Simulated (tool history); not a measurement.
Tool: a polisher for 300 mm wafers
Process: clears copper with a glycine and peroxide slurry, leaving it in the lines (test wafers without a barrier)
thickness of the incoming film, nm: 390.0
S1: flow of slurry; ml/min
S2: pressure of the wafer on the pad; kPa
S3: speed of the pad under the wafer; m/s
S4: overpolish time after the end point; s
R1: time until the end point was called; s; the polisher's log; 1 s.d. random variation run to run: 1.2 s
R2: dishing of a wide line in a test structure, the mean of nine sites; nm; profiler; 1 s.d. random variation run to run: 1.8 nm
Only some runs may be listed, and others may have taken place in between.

run 1 day=0.000 | S1=155 S2=14.5 S3=0.90 S4=26 | R1=99.440 R2=58.743
run 2 day=0.262 | S1=130 S2=14.5 S3=0.90 S4=26 | R1=103.300 R2=54.012
run 3 day=0.392 | S1=130 S2=15.9 S3=0.90 S4=26 | R1=96.575 R2=59.218
run 4 day=0.762 | S1=130 S2=15.9 S3=0.90 S4=22 | R1=95.203 R2=52.742
run 5 day=1.125 | S1=130 S2=15.9 S3=1.10 S4=22 | R1=82.693 R2=57.340
run 6 day=1.317 | S1=155 S2=15.9 S3=1.10 S4=22 | R1=81.091 R2=57.409
run 7 day=1.600 | S1=155 S2=15.9 S3=1.08 S4=24 | R1=81.529 R2=60.603

Run 8 is up next; what results do you expect?
run 8 day=1.792 | S1=155 S2=15.9 S3=1.08 S4=26 | R1=? R2=?

R1: 81.842 s
R2: 66.347 nm
